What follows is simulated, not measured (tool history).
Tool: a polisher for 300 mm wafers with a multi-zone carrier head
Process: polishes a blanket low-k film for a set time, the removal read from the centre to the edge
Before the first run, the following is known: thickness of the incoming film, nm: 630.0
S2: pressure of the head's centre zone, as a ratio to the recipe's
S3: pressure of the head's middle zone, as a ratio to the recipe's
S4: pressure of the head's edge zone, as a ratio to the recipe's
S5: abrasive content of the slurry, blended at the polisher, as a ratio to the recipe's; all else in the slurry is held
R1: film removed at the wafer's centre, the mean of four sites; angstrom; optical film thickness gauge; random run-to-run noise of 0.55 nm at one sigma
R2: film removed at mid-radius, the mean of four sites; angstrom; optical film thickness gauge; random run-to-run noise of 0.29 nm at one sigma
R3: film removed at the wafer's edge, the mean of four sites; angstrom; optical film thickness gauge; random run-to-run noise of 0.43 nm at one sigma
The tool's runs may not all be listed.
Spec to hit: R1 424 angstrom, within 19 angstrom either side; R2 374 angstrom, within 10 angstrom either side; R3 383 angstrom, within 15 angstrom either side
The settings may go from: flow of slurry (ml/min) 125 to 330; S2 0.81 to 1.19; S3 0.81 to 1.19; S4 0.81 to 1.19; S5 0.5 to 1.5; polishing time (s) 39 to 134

{"run": 1, "day": 0.0, "flow of slurry (ml/min)": 210, "S2": 1, "S3": 1, "S4": 1, "S5": 1, "polishing time (s)": 86, "R1": 291.74, "R2": 293.61, "R3": 285.37}
{"run": 2, "day": 0.329, "flow of slurry (ml/min)": 210, "S2": 1, "S3": 0.95, "S4": 1, "S5": 1, "polishing time (s)": 86, "R1": 301.93, "R2": 281.46, "R3": 294.23}
{"run": 3, "day": 0.646, "flow of slurry (ml/min)": 225, "S2": 1.04, "S3": 0.97, "S4": 1.03, "S5": 1.15, "polishing time (s)": 86, "R1": 330.23, "R2": 308.97, "R3": 312.15}
{"run": 4, "day": 0.738, "flow of slurry (ml/min)": 225, "S2": 1.04, "S3": 0.91, "S4": 1.03, "S5": 1.15, "polishing time (s)": 86, "R1": 328.79, "R2": 293.78, "R3": 322.8}
{"run": 5, "day": 0.875, "flow of slurry (ml/min)": 225, "S2": 1.04, "S3": 0.85, "S4": 1.03, "S5": 1.15, "polishing time (s)": 86, "R1": 333.8, "R2": 277.37, "R3": 313.48}
{"run": 6, "day": 0.9, "flow of slurry (ml/min)": 250, "S2": 1.04, "S3": 0.85, "S4": 1.03, "S5": 1.15, "polishing time (s)": 86, "R1": 342.68, "R2": 280.39, "R3": 316.95}
{"run": 7, "day": 1.146, "flow of slurry (ml/min)": 275, "S2": 1.11, "S3": 0.95, "S4": 1.13, "S5": 1.4, "polishing time (s)": 87, "R1": 397.49, "R2": 342.61, "R3": 377.38}
{"run": 8, "day": 1.362, "flow of slurry (ml/min)": 275, "S2": 1.11, "S3": 0.95, "S4": 1.13, "S5": 1.4, "polishing time (s)": 87, "R1": 390.82, "R2": 338.33, "R3": 366.73}
{"run": 9, "day": 1.421, "flow of slurry (ml/min)": 280, "S2": 1.12, "S3": 0.97, "S4": 1.13, "S5": 1.45, "polishing time (s)": 87, "R1": 414.64, "R2": 348.23, "R3": 383.43}
{"day": 1.679, "done": "worn pad replaced by a new one"}
{"run": 10, "day": 1.679, "flow of slurry (ml/min)": 285, "S2": 1.12, "S3": 1, "S4": 1.12, "S5": 1.45, "polishing time (s)": 87, "R1": 451.86, "R2": 399.1, "R3": 418.25}
{"run": 11, "day": 1.817, "flow of slurry (ml/min)": 275, "S2": 1.13, "S3": 1.01, "S4": 1.12, "S5": 1.4, "polishing time (s)": 87, "R1": 451.43, "R2": 397.67, "R3": 405.41}

Which one of the following 5 next-run settings gets every result inside its allowed miss? There is exactly one.
{"run": "A", "day": 1.954, "flow of slurry (ml/min)": 275, "S2": 1.08, "S3": 0.95, "S4": 1.18, "S5": 1.5, "polishing time (s)": 86, "R1": "?", "R2": "?", "R3": "?"}
{"run": "B", "day": 1.954, "flow of slurry (ml/min)": 265, "S2": 1.09, "S3": 1.04, "S4": 1.14, "S5": 1.5, "polishing time (s)": 86, "R1": "?", "R2": "?", "R3": "?"}
{"run": "C", "day": 1.954, "flow of slurry (ml/min)": 305, "S2": 1.12, "S3": 1.1, "S4": 1.19, "S5": 1.35, "polishing time (s)": 87, "R1": "?", "R2": "?", "R3": "?"}
{"run": "D", "day": 1.954, "flow of slurry (ml/min)": 300, "S2": 1.12, "S3": 0.99, "S4": 1.1, "S5": 1.45, "polishing time (s)": 80, "R1": "?", "R2": "?", "R3": "?"}
{"run": "E", "day": 1.954, "flow of slurry (ml/min)": 185, "S2": 1.08, "S3": 0.97, "S4": 1.19, "S5": 1.5, "polishing time (s)": 89, "R1": "?", "R2": "?", "R3": "?"}

move=A R1=440.4 R2=389.58 R3=431.84
move=B R1=442.93 R2=418.91 R3=422.47
move=C R1=448.57 R2=432.11 R3=423.15
move=D R1=423.47 R2=373.4 R3=384.67
move=E R1=432.65 R2=391.49 R3=433.38
A: its largest miss is bigger than the last run's
B: its largest miss is bigger than the last run's
C: its largest miss is bigger than the last run's
D: all results in spec
E: its largest miss is bigger than the last run's
D meets every target.
